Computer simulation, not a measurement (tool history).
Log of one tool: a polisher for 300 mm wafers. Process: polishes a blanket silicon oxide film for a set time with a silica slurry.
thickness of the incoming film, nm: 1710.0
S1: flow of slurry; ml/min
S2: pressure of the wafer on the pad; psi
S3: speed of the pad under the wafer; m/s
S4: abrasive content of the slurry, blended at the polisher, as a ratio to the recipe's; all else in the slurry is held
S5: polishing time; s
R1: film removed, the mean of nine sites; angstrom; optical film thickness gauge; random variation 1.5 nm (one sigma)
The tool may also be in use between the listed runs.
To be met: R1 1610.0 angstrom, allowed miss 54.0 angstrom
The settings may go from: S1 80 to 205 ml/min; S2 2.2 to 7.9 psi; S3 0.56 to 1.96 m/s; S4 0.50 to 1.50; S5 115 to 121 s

run,hour,S1,S2,S3,S4,S5,R1
1,0.0,135,5.0,1.26,1.00,115,4182.4
2,1.4,115,5.0,1.26,1.00,115,4035.4
3,4.8,115,3.9,1.26,1.00,115,3214.6
4,8.8,115,3.9,1.26,1.00,121,3400.6
5,9.4,115,3.9,1.26,1.00,115,3166.6
6,12.2,115,3.1,1.26,1.00,115,2561.4
7,17.4,100,2.2,0.90,0.95,115,1478.4
8,20.8,105,2.3,0.90,0.95,115,1562.3

5 next moves are on the table. One of them brings every result within its allowed miss. Which?
A,24.2,120,2.2,0.96,0.95,116,?
B,24.2,80,2.6,0.86,0.75,115,?
C,24.2,80,2.4,0.80,1.00,117,?
D,24.2,120,2.2,0.84,0.95,115,?
E,24.2,95,2.6,0.68,1.00,115,?

move,R1
A,1568.2
B,1439.9
C,1490.9
D,1448.4
E,1501.7
A: meets every target
B: further off than the last run
C: further off than the last run
D: further off than the last run
E: further off than the last run
The right move is A.

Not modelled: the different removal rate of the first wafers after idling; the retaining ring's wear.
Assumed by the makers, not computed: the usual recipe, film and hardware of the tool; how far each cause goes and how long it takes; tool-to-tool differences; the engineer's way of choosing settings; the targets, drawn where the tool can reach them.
